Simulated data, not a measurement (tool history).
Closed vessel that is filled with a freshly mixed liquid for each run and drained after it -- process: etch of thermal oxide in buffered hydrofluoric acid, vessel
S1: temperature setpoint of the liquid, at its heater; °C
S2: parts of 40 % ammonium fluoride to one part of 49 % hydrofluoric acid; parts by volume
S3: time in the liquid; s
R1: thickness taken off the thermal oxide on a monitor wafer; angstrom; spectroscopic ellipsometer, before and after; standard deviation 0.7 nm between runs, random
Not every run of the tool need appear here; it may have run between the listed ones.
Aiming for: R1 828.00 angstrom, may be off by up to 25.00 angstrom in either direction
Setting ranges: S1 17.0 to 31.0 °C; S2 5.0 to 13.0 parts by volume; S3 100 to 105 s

run  hour    S1   S2   S3       R1
  1   0.0  23.0  8.0  100  1196.10
  2   8.6  26.5  8.0  100  1441.40
  3  12.2  23.5  8.0  100  1237.50
  4  12.7  23.5  8.0  100  1225.60
  5  18.1  21.5  8.0  100  1097.30
  6  24.3  21.5  7.0  100  1275.00
  7  32.4  20.0  7.5  100  1088.50
  8  33.2  19.0  8.0  100   972.65
  9  40.6  18.5  8.0  100   945.12

Of the 5 settings listed for the next run, only one would bring every result within its allowed miss of target. Which one?
  A  48.0  18.5  7.0  100   ?
  B  48.0  18.5  9.0  100   ?
  C  48.0  17.5  9.0  100   ?
  D  48.0  18.5  7.5  105   ?
  E  48.0  19.0  7.5  105   ?

move       R1
   A  1065.90
   B   811.81
   C   767.05
   D  1038.80
   E  1068.50
A: further off than the last run
B: every result lands within tolerance
C: moves the result that the last run missed by most past its target, out the other side
D: further off than the last run
E: further off than the last run
Correct choice: B, which meets every target

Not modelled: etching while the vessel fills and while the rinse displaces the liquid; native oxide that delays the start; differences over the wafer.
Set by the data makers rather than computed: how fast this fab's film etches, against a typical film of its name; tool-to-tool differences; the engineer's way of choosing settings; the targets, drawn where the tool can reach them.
